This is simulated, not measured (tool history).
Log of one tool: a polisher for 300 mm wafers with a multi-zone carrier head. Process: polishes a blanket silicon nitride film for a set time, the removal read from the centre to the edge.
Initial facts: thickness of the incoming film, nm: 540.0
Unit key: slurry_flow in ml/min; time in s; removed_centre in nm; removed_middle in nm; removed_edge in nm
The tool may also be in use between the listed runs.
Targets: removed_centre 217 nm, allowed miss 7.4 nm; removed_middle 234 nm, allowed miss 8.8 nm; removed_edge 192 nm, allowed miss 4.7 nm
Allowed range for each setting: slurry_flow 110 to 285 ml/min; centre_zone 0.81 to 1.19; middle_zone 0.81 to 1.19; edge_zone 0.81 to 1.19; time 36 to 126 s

| run | hour | slurry_flow | centre_zone | middle_zone | edge_zone | time | removed_centre | removed_middle | removed_edge |
|---|---|---|---|---|---|---|---|---|---|
| 1 | 0 | 180 | 1 | 1 | 1 | 81 | 155.48 | 162.8 | 160.01 |
| 2 | 1.3 | 160 | 1 | 1 | 1 | 81 | 151.83 | 161.12 | 155.53 |
| 3 | 7.9 | 160 | 1.04 | 1 | 1 | 81 | 161.05 | 159.76 | 157.34 |
| 4 | 11.4 | 160 | 1.04 | 1 | 1.07 | 81 | 159.48 | 159.07 | 159.54 |
| 5 | 19.1 | 205 | 1.04 | 1 | 1.07 | 81 | 166.98 | 164.01 | 166.29 |
| 6 | 22.6 | 210 | 1.05 | 1.02 | 1.06 | 82 | 171.52 | 172.81 | 167.14 |
| 7 | 31.6 | 260 | 1.15 | 1.12 | 1.16 | 90 | 216.22 | 210.17 | 194.22 |
| 8 | 37.3 | 260 | 1.15 | 1.13 | 1.15 | 90 | 211.02 | 212.72 | 192.68 |
| 9 | 42.3 | 260 | 1.15 | 1.14 | 1.14 | 90 | 213.04 | 210.56 | 190.07 |
| 10 | 48.9 | 265 | 1.14 | 1.15 | 1.13 | 91 | 211.79 | 216.64 | 194.05 |
| 11 | 50.2 | 265 | 1.14 | 1.15 | 1.11 | 91 | 215.18 | 216.89 | 192.82 |

Below are 4 possible settings for the next run. Only one of them brings all results inside the allowed miss of their targets. Which is it?
| A | 51.5 | 215 | 1.08 | 1.13 | 1.12 | 92 | ? | ? | ? |
| B | 51.5 | 285 | 1.13 | 1.19 | 1.04 | 93 | ? | ? | ? |
| C | 51.5 | 275 | 1.14 | 1.19 | 1.1 | 85 | ? | ? | ? |
| D | 51.5 | 285 | 1.15 | 1.16 | 1.18 | 86 | ? | ? | ? |

| move | removed_centre | removed_middle | removed_edge |
|---|---|---|---|
| A | 199.73 | 212.7 | 192.64 |
| B | 219.47 | 232.53 | 193.94 |
| C | 201.54 | 211.7 | 180.63 |
| D | 206.52 | 210.28 | 188.6 |
A: its largest miss is bigger than the last run's
B: every result lands within tolerance
C: its largest miss is bigger than the last run's
D: its largest miss is bigger than the last run's
Go with B: it meets all targets.

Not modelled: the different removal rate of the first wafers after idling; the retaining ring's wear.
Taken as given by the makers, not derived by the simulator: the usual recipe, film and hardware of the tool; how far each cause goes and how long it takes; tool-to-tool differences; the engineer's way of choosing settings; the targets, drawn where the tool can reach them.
